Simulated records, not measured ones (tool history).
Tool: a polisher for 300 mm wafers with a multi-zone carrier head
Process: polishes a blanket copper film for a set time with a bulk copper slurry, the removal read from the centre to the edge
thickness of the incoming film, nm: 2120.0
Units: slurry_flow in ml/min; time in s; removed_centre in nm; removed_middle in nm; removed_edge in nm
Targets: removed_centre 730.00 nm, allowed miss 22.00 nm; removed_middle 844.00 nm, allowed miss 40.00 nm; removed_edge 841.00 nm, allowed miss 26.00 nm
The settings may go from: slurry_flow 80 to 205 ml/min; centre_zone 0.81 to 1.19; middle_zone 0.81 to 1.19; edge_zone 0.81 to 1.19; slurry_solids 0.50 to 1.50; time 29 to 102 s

{"run": 1, "hour": 0.0, "slurry_flow": 135, "centre_zone": 1.0, "middle_zone": 1.0, "edge_zone": 1.0, "slurry_solids": 1.0, "time": 65, "removed_centre": 647.52, "removed_middle": 660.11, "removed_edge": 656.5}
{"run": 2, "hour": 6.6, "slurry_flow": 165, "centre_zone": 1.0, "middle_zone": 1.0, "edge_zone": 1.0, "slurry_solids": 1.0, "time": 65, "removed_centre": 678.97, "removed_middle": 665.45, "removed_edge": 667.58}
{"run": 3, "hour": 12.0, "slurry_flow": 165, "centre_zone": 1.0, "middle_zone": 1.0, "edge_zone": 1.0, "slurry_solids": 1.0, "time": 81, "removed_centre": 848.57, "removed_middle": 841.42, "removed_edge": 834.31}
{"run": 4, "hour": 14.1, "slurry_flow": 165, "centre_zone": 1.0, "middle_zone": 1.0, "edge_zone": 1.0, "slurry_solids": 1.0, "time": 73, "removed_centre": 762.78, "removed_middle": 749.01, "removed_edge": 758.03}
{"run": 5, "hour": 17.7, "slurry_flow": 165, "centre_zone": 1.0, "middle_zone": 0.96, "edge_zone": 1.0, "slurry_solids": 1.0, "time": 73, "removed_centre": 774.61, "removed_middle": 740.67, "removed_edge": 753.16}
{"run": 6, "hour": 23.0, "slurry_flow": 165, "centre_zone": 0.99, "middle_zone": 0.97, "edge_zone": 1.01, "slurry_solids": 1.05, "time": 73, "removed_centre": 766.14, "removed_middle": 750.97, "removed_edge": 773.17}
{"run": 7, "hour": 28.9, "slurry_flow": 165, "centre_zone": 0.98, "middle_zone": 0.98, "edge_zone": 1.02, "slurry_solids": 1.05, "time": 73, "removed_centre": 762.82, "removed_middle": 744.27, "removed_edge": 780.05}
{"run": 8, "hour": 31.8, "slurry_flow": 165, "centre_zone": 0.97, "middle_zone": 1.0, "edge_zone": 1.02, "slurry_solids": 1.05, "time": 73, "removed_centre": 747.84, "removed_middle": 754.68, "removed_edge": 772.22}
{"run": 9, "hour": 37.3, "slurry_flow": 165, "centre_zone": 0.96, "middle_zone": 1.02, "edge_zone": 1.03, "slurry_solids": 1.1, "time": 73, "removed_centre": 746.77, "removed_middle": 785.57, "removed_edge": 799.4}
{"run": 10, "hour": 45.0, "slurry_flow": 165, "centre_zone": 0.96, "middle_zone": 1.03, "edge_zone": 1.03, "slurry_solids": 1.1, "time": 73, "removed_centre": 755.48, "removed_middle": 795.83, "removed_edge": 792.11}
{"run": 11, "hour": 51.9, "slurry_flow": 165, "centre_zone": 0.95, "middle_zone": 1.04, "edge_zone": 1.04, "slurry_solids": 1.1, "time": 73, "removed_centre": 745.41, "removed_middle": 811.9, "removed_edge": 789.45}
{"run": 12, "hour": 57.2, "slurry_flow": 165, "centre_zone": 0.94, "middle_zone": 1.04, "edge_zone": 1.05, "slurry_solids": 1.1, "time": 73, "removed_centre": 737.37, "removed_middle": 805.06, "removed_edge": 786.69}
{"run": 13, "hour": 63.9, "slurry_flow": 165, "centre_zone": 0.93, "middle_zone": 1.04, "edge_zone": 1.06, "slurry_solids": 1.1, "time": 73, "removed_centre": 730.62, "removed_middle": 783.78, "removed_edge": 802.28}
{"run": 14, "hour": 70.8, "slurry_flow": 165, "centre_zone": 0.93, "middle_zone": 1.05, "edge_zone": 1.06, "slurry_solids": 1.1, "time": 73, "removed_centre": 729.5, "removed_middle": 825.5, "removed_edge": 801.06}

5 next moves are on the table. One of them brings every result within its allowed miss. Which?
{"run": "A", "hour": 77.7, "slurry_flow": 155, "centre_zone": 0.92, "middle_zone": 0.97, "edge_zone": 1.15, "slurry_solids": 1.2, "time": 72, "removed_centre": "?", "removed_middle": "?", "removed_edge": "?"}
{"run": "B", "hour": 77.7, "slurry_flow": 115, "centre_zone": 0.96, "middle_zone": 1.12, "edge_zone": 1.19, "slurry_solids": 1.15, "time": 76, "removed_centre": "?", "removed_middle": "?", "removed_edge": "?"}
{"run": "C", "hour": 77.7, "slurry_flow": 175, "centre_zone": 0.88, "middle_zone": 1.16, "edge_zone": 1.08, "slurry_solids": 1.1, "time": 76, "removed_centre": "?", "removed_middle": "?", "removed_edge": "?"}
{"run": "D", "hour": 77.7, "slurry_flow": 120, "centre_zone": 0.96, "middle_zone": 1.12, "edge_zone": 1.01, "slurry_solids": 1.3, "time": 73, "removed_centre": "?", "removed_middle": "?", "removed_edge": "?"}
{"run": "E", "hour": 77.7, "slurry_flow": 170, "centre_zone": 0.86, "middle_zone": 0.96, "edge_zone": 1.14, "slurry_solids": 1.25, "time": 73, "removed_centre": "?", "removed_middle": "?", "removed_edge": "?"}

move=A removed_centre=729.71 removed_middle=763.36 removed_edge=828.59
move=B removed_centre=733.68 removed_middle=837.85 removed_edge=834.42
move=C removed_centre=736.76 removed_middle=935.12 removed_edge=837.58
move=D removed_centre=740.58 removed_middle=844.51 removed_edge=773.54
move=E removed_centre=713.35 removed_middle=790.42 removed_edge=857.47
A: brings the result that was furthest off to its target, and leaves another outside
B: meets every target
C: brings the result that was furthest off to its target, and leaves another outside
D: further off than the last run
E: brings the result that was furthest off to its target, and leaves another outside
The right move is B.
